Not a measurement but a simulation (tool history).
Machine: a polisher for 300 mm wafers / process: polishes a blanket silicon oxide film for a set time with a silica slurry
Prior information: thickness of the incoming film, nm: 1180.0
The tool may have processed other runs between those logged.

run	hour	flow of slurry (ml/min)	pressure of the wafer on the pad (psi)	speed of the pad under the wafer (cm/s)	abrasive content of the slurry	polishing time (s)	film removed (Å)
1	0.0	215	2.8	154	1.0	29	978.73
2	3.1	215	2.8	154	1.0	26	877.39
3	6.6	215	3.5	154	1.0	26	1073.30
4	14.6	215	3.5	154	1.0	26	1083.50
5	18.8	215	3.5	154	1.0	26	1090.10
6	20.7	215	3.9	154	1.0	26	1209.20
7	25.5	215	3.5	152	1.0	26	1083.60
8	30.4	215	3.2	152	1.0	26	978.86
9	37.6	215	3.0	152	1.0	26	930.65

Predict the results of run 10:
10	42.1	215	2.8	152	1.0	26	?

film removed (Å): 860.99

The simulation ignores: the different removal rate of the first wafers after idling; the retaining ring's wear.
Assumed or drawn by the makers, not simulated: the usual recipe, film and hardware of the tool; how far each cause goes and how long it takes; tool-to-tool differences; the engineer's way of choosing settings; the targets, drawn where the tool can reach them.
